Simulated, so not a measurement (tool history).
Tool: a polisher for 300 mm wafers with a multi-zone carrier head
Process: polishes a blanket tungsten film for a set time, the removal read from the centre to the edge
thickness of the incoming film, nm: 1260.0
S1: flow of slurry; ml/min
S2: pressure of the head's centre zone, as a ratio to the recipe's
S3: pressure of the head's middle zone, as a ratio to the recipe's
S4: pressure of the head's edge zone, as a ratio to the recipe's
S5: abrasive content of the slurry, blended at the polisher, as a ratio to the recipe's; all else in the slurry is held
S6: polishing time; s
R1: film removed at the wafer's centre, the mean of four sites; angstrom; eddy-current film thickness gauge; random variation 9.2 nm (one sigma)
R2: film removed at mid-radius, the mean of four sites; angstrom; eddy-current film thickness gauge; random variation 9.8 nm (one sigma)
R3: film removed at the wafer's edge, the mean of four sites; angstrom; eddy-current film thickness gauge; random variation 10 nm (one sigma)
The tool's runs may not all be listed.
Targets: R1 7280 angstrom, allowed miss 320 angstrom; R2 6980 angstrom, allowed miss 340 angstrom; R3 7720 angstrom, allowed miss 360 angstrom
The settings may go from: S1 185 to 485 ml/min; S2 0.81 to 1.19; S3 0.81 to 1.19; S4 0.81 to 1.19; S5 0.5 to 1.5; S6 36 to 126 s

run,hour,S1,S2,S3,S4,S5,S6,R1,R2,R3
1,0,310,1,1,1,1,81,5372.4,5419.3,5548.5
2,4.8,310,1,1,1.02,1.1,83,5532.4,5545.7,5931.8
3,7.9,310,1,0.92,1.02,1.1,83,5586.3,5236.7,5757.4
4,15.7,245,1,0.92,1.02,1.1,83,5462,4886.8,5669.1
# hour 18.5: edge zone pressure recalibrated
5,18.5,245,1,0.97,1.02,1.1,83,5408.2,5245,5498
6,22.7,245,1.06,0.97,1.02,1.1,83,5755,5275.2,5490.2
7,24.7,240,1.01,0.98,1.12,1.35,101,6888.3,6598.5,7341.3
8,30.1,245,1.01,0.98,1.12,1.35,101,6837.9,6890.1,7283.4

4 next moves are on the table. One of them brings every result within its allowed miss. Which?
A,35.5,215,0.92,1,1.16,1.25,106,?,?,?
B,35.5,315,1.01,0.96,1.14,1.35,102,?,?,?
C,35.5,220,0.85,0.89,1.15,1.2,117,?,?,?
D,35.5,255,0.83,1.01,1.19,1.35,116,?,?,?

move,R1,R2,R3
A,6187.4,6941.2,7644.5
B,7005.8,6874.3,7679.3
C,6280.2,6927.2,8373.8
D,6364.3,7968.7,8759.6
A: further off than the last run
B: meets every target
C: further off than the last run
D: further off than the last run
Answer: B
